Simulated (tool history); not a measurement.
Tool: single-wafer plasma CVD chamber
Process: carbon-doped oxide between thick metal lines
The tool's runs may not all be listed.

run  hour  heater temperature setpoint (deg C)  chamber pressure (Torr)  RF power (W)  deposition time (s)  mean film thickness on the monitor wafer (angstrom)
  1   0.0                                  350                     4.42           610                  252                                                12547
  2   2.8                                  350                     4.94           610                  252                                                12603
  3   6.9                                  349                     4.96           630                  253                                                13068
  4  14.3                                  349                     4.96           690                  253                                                14169
  5  18.8                                  349                     4.98           700                  253                                                14348
  6  25.1                                  349                     5.00           710                  253                                                14491
  7  27.0                                  349                     5.00           710                  253                                                14479
  8  33.4                                  349                     5.02           715                  253                                                14694
  9  41.8                                  349                     5.04           720                  253                                                14627

Forecast run 10:
 10  46.7                                  349                     5.06           725                  253                                                    ?

Run 10 gave mean film thickness on the monitor wafer (angstrom) 14797.
